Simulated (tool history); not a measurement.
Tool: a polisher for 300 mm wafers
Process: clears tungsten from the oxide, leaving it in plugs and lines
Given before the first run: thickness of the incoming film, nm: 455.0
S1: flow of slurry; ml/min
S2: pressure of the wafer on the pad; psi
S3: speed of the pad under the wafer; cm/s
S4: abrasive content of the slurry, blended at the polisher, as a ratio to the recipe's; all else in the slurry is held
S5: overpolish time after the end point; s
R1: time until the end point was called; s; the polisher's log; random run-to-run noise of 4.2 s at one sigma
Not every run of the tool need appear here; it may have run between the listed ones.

run	day	S1	S2	S3	S4	S5	R1
1	0.000	175	2.8	134	1.00	8	87.219
2	0.054	175	2.8	134	1.15	8	83.401
3	0.396	170	2.4	118	1.15	8	102.880
4	0.442	165	2.1	102	1.10	8	139.790
5	0.500	165	2.1	102	1.00	8	137.160
6	0.629	165	2.1	78	1.00	8	167.710
7	0.671	165	1.9	76	1.00	8	192.780
8	0.892	165	1.8	76	1.00	8	199.870

Predict the results of run 9:
9	1.108	165	1.8	76	1.00	8	?

R1: 191.030 s
